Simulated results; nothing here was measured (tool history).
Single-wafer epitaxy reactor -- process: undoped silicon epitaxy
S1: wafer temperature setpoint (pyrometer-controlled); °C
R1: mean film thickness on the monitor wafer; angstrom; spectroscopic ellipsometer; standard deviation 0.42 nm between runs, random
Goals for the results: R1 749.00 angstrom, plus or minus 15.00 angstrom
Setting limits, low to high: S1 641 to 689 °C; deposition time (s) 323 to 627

{"run": 1, "hour": 0.0, "S1": 665, "deposition time (s)": 475, "R1": 1132.2}
{"run": 2, "hour": 6.3, "S1": 661, "deposition time (s)": 474, "R1": 1046.2}
{"run": 3, "hour": 9.8, "S1": 657, "deposition time (s)": 473, "R1": 933.84}
{"run": 4, "hour": 15.7, "S1": 661, "deposition time (s)": 473, "R1": 1033.9}
{"run": 5, "hour": 21.7, "S1": 661, "deposition time (s)": 531, "R1": 1160.6}
{"run": 6, "hour": 25.3, "S1": 668, "deposition time (s)": 531, "R1": 1380.6}
{"run": 7, "hour": 31.7, "S1": 662, "deposition time (s)": 530, "R1": 1185.4}
{"run": 8, "hour": 34.0, "S1": 658, "deposition time (s)": 529, "R1": 1078.5}
{"run": 9, "hour": 36.1, "S1": 655, "deposition time (s)": 528, "R1": 997.33}
{"run": 10, "hour": 42.6, "S1": 652, "deposition time (s)": 528, "R1": 928.26}
{"run": 11, "hour": 45.6, "S1": 641, "deposition time (s)": 526, "R1": 697.21}

Pick the move, out of 5, that brings all results within their allowed miss; only one does.
{"run": "A", "hour": 48.6, "S1": 645, "deposition time (s)": 530, "R1": "?"}
{"run": "B", "hour": 48.6, "S1": 641, "deposition time (s)": 484, "R1": "?"}
{"run": "C", "hour": 48.6, "S1": 642, "deposition time (s)": 577, "R1": "?"}
{"run": "D", "hour": 48.6, "S1": 643, "deposition time (s)": 535, "R1": "?"}
{"run": "E", "hour": 48.6, "S1": 643, "deposition time (s)": 476, "R1": "?"}

move=A R1=780.74
move=B R1=644.12
move=C R1=787.71
move=D R1=749.18
move=E R1=666.56
A: the result that was furthest off in the last run now lies on the other side of its target
B: lands further from the targets than the last run did
C: the result that was furthest off in the last run now lies on the other side of its target
D: all results in spec
E: lands further from the targets than the last run did
Move D is the one to make.
